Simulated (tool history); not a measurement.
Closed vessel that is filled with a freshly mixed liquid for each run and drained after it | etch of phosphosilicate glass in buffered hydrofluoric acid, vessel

run	hour	temperature setpoint of the liquid (K)	parts of 40 % ammonium fluoride to one part of 49 % hydrofluoric acid (parts by volume)	time in the liquid (s)	thickness taken off the phosphosilicate glass on a monitor wafer (nm)
1	0.0	293.15	13	95	589.42
2	3.4	293.65	13	95	603.81
3	12.7	294.15	13	95	624.10
4	16.4	294.65	13	95	633.95
5	21.6	294.65	13	100	677.45
6	23.0	294.65	13	95	638.50

Forecast run 7:
7	27.1	295.15	13	95	?

{"run 7": {"thickness taken off the phosphosilicate glass on a monitor wafer (nm)": 658.84}}
